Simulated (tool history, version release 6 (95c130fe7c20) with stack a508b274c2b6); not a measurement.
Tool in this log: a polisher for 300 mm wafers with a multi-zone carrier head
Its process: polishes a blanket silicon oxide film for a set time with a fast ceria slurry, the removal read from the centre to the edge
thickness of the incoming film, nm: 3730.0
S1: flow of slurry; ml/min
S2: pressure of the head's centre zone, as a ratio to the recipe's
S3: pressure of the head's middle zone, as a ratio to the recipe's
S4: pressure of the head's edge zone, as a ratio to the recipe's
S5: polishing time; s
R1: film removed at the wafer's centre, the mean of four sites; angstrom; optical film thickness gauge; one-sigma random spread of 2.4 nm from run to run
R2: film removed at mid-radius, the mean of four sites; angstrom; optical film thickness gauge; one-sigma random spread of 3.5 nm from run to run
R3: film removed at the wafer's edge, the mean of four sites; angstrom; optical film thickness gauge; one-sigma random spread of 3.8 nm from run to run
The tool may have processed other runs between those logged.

run  hour   S1    S2    S3    S4  S5      R1      R2      R3
  1   0.0  275  1.00  1.00  1.00  79  5746.3  5796.0  5881.7
  2   0.8  260  0.99  0.98  0.98  74  5231.4  5356.6  5636.4
  3   5.1  215  0.99  0.98  0.98  74  5196.6  5305.1  5457.5
  4  13.8  210  0.99  0.96  0.96  69  4830.9  4860.7  5085.7
  5  20.2  270  0.99  0.96  0.96  69  4898.2  4917.5  5103.6
  6  25.2  270  0.99  0.88  0.96  69  4975.1  4680.9  5081.4
  7  33.3  255  0.99  0.87  0.94  65  4659.0  4311.5  4774.9
  8  34.3  245  0.99  0.86  0.92  61  4345.4  3962.5  4484.5
  9  40.3  245  0.99  0.86  0.92  61  4359.2  3951.6  4422.4
 10  47.0  245  0.99  0.86  0.91  58  4110.3  3824.7  4163.5
 11  54.2  170  1.01  0.81  0.90  36  2537.9  2203.1  2525.7
 12  61.3  185  1.01  0.81  0.90  36  2537.7  2191.6  2584.0
 13  62.6  200  1.01  0.82  0.90  36  2587.0  2220.6  2566.6
 14  67.7  215  1.01  0.83  0.90  36  2560.6  2283.9  2578.4
 15  69.0  225  1.01  0.83  0.90  37  2644.9  2268.6  2613.0
 16  72.2  230  1.01  0.83  0.90  38  2754.7  2388.0  2668.5
 17  76.7  235  1.00  0.83  0.90  38  2716.8  2402.5  2733.9
 18  78.6  245  1.00  0.83  0.90  38  2756.8  2417.8  2749.6
 19  79.5  320  1.02  0.90  0.99  41  3059.2  2850.6  3085.5
 20  83.5  320  1.02  0.90  0.99  41  3044.2  2892.9  3088.3

What will run 21 give?
 21  84.9  300  1.03  0.83  0.97  40   ?   ?   ?

{"run 21": {"R1": 3064.4, "R2": 2554.8, "R3": 3099.2}}
